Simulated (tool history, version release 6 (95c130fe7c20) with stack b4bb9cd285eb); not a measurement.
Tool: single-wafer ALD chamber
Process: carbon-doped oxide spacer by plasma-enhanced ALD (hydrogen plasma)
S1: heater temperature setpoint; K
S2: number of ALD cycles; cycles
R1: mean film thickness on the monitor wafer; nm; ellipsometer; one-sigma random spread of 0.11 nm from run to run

run 1 hour=0.0 | S1=693.15 S2=566 | R1=27.813
run 2 hour=9.2 | S1=699.15 S2=566 | R1=27.249
run 3 hour=18.7 | S1=701.15 S2=564 | R1=27.145
run 4 hour=27.9 | S1=703.15 S2=561 | R1=26.780
run 5 hour=37.9 | S1=705.15 S2=559 | R1=26.356
run 6 hour=44.4 | S1=705.15 S2=489 | R1=23.087
run 7 hour=53.4 | S1=705.15 S2=489 | R1=23.047
run 8 hour=62.1 | S1=700.15 S2=493 | R1=23.950
run 9 hour=70.1 | S1=697.15 S2=495 | R1=24.128

For run 10, what comes out?
run 10 hour=75.7 | S1=697.15 S2=495 | R1=?

R1: 24.179 nm

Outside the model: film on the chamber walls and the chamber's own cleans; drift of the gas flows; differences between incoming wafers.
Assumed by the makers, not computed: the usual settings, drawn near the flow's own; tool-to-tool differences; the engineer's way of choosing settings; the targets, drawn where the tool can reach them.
